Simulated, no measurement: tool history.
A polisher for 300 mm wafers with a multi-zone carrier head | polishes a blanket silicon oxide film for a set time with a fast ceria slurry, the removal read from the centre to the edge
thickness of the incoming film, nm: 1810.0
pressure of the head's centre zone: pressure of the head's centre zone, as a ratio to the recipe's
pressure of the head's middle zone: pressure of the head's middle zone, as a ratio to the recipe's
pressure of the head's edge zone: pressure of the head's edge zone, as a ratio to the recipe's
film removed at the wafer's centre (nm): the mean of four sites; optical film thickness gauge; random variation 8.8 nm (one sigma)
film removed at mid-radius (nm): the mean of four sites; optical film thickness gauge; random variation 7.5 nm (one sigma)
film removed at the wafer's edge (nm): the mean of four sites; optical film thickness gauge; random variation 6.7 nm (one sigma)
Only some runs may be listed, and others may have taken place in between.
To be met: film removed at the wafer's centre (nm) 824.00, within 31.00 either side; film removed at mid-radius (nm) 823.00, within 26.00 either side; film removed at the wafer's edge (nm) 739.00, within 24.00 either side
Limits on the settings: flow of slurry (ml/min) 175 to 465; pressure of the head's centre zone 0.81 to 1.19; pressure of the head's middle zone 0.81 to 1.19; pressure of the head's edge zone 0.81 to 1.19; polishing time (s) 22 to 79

run	hour	flow of slurry (ml/min)	pressure of the head's centre zone	pressure of the head's middle zone	pressure of the head's edge zone	polishing time (s)	film removed at the wafer's centre (nm)	film removed at mid-radius (nm)	film removed at the wafer's edge (nm)
1	0.0	295	1.00	1.00	1.00	50	670.48	654.06	639.75
2	7.2	295	1.00	1.00	1.06	50	687.03	647.12	661.21
3	15.8	295	1.00	1.00	1.12	50	670.11	658.89	674.96
4	18.3	295	1.00	1.08	1.12	50	671.05	697.36	672.59
5	21.1	305	1.03	1.11	1.13	51	717.21	735.45	709.89
6	28.5	240	1.03	1.11	1.13	51	689.66	712.48	683.89
7	30.3	275	1.05	1.13	1.12	51	698.80	744.04	690.01
8	34.6	305	1.09	1.13	1.12	51	726.14	735.35	698.30
9	42.6	320	1.12	1.15	1.10	52	767.29	774.74	705.37
10	46.6	335	1.13	1.16	1.11	52	765.37	770.24	711.96
11	53.0	335	1.14	1.17	1.10	53	800.41	803.87	718.95

Consider the 4 candidate settings below. Which is the only one whose results all fall within their allowed miss of target?
A	59.4	425	1.09	1.19	1.07	50	?	?	?
B	59.4	315	1.04	1.19	1.19	53	?	?	?
C	59.4	335	1.15	1.17	1.09	55	?	?	?
D	59.4	270	1.19	1.14	0.98	55	?	?	?

move	film removed at the wafer's centre (nm)	film removed at mid-radius (nm)	film removed at the wafer's edge (nm)
A	743.75	776.76	676.54
B	743.65	806.71	744.17
C	837.82	828.47	741.98
D	844.75	796.81	696.93
A: lands further from the targets than the last run did
B: meets the target for the result that was furthest off, but another lies outside its allowed miss
C: all results land within tolerance of their targets
D: lands further from the targets than the last run did
So the answer is move C, the one that meets all the targets.

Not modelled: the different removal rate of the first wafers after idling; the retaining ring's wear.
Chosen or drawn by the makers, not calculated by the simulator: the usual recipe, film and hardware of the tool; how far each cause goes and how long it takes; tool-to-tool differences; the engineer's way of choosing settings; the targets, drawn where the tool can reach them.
